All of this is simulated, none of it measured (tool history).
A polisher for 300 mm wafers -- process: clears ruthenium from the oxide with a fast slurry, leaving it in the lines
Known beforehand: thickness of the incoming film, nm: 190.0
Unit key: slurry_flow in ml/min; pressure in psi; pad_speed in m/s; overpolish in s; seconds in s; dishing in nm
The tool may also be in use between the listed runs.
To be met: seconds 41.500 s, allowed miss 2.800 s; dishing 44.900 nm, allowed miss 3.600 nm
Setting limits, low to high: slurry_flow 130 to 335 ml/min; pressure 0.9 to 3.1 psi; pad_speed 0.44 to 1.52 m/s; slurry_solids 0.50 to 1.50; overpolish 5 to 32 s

run	hour	slurry_flow	pressure	pad_speed	slurry_solids	overpolish	seconds	dishing
1	0.0	215	2.0	0.98	1.00	16	78.592	33.439
2	8.7	215	2.3	1.02	1.00	14	65.917	32.264
3	11.4	180	2.3	1.02	1.00	14	66.718	34.733
4	13.7	180	2.5	1.02	1.00	14	60.959	37.747
5	21.6	185	2.7	1.06	1.00	13	54.979	36.425
6	22.2	185	3.1	1.06	1.00	13	48.394	43.056
7	25.9	185	3.1	1.10	1.00	13	47.001	45.892
8	28.8	185	3.1	1.14	1.00	12	46.431	43.237

Below are 4 possible settings for the next run. Only one of them brings all results inside the allowed miss of their targets. Which is it?
A	31.7	225	3.1	0.94	1.00	14	?	?
B	31.7	190	2.8	1.22	0.90	13	?	?
C	31.7	175	3.0	0.98	1.05	16	?	?
D	31.7	130	3.0	1.44	0.85	12	?	?

move	seconds	dishing
A	52.008	41.331
B	47.212	42.186
C	52.678	46.070
D	41.073	44.496
A: lands further from the targets than the last run did
B: lands further from the targets than the last run did
C: lands further from the targets than the last run did
D: hits every target within its allowed miss
The move that meets every target is D.

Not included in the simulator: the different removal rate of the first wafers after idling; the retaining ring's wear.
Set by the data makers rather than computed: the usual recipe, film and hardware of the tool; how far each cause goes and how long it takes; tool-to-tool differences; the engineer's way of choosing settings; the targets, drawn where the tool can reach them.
